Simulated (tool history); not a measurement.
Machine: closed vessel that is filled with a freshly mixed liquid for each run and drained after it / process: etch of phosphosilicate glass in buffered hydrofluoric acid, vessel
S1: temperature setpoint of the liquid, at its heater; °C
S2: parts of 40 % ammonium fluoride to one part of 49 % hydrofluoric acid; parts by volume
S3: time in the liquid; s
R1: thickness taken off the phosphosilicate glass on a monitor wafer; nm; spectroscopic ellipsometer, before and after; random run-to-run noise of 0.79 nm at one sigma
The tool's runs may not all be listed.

| run | day | S1 | S2 | S3 | R1 |
|---|---|---|---|---|---|
| 1 | 0 | 21 | 17.5 | 30 | 89.73 |
| 2 | 0.133 | 21 | 20.5 | 30 | 76.017 |
| 3 | 0.379 | 23 | 20.5 | 30 | 86.315 |
| 4 | 0.588 | 24 | 20.5 | 30 | 90.84 |
| 5 | 0.729 | 25 | 20.5 | 30 | 96.189 |
| 6 | 1.004 | 25 | 25 | 30 | 83.24 |
| 7 | 1.158 | 26 | 24.5 | 30 | 90.892 |
| 8 | 1.467 | 27 | 24.5 | 30 | 94.203 |

Run 9 is up next; what results do you expect?
| 9 | 1.521 | 27.5 | 24 | 30 | ? |

Logged for run 9: R1 98.432 nm.
